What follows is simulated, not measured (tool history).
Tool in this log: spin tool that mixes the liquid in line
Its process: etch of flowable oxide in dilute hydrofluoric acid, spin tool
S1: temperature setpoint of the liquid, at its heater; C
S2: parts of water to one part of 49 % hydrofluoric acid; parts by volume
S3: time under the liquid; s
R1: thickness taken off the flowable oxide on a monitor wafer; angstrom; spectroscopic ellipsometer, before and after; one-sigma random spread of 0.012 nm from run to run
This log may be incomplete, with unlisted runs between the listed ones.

run  hour    S1   S2  S3      R1
  1     0    25  280  15  17.535
  2   1.4    26  280  15   18.33
  3   6.6    27  280  15  18.865
  4     8  27.5  280  15  18.872
  5  12.2    24  280  15  16.913
  6  14.1    24  280  15  16.833
  7  22.8    28  260  15  21.352
  8  31.5  28.5  260  15  21.694
  9  35.8    29  260  15  22.099
 10  39.7  29.5  260  15   22.56

Run 11 comes next. What will it give?
 11  40.3  30  260  15   ?

For run 11 the tool returned R1 22.669 angstrom.

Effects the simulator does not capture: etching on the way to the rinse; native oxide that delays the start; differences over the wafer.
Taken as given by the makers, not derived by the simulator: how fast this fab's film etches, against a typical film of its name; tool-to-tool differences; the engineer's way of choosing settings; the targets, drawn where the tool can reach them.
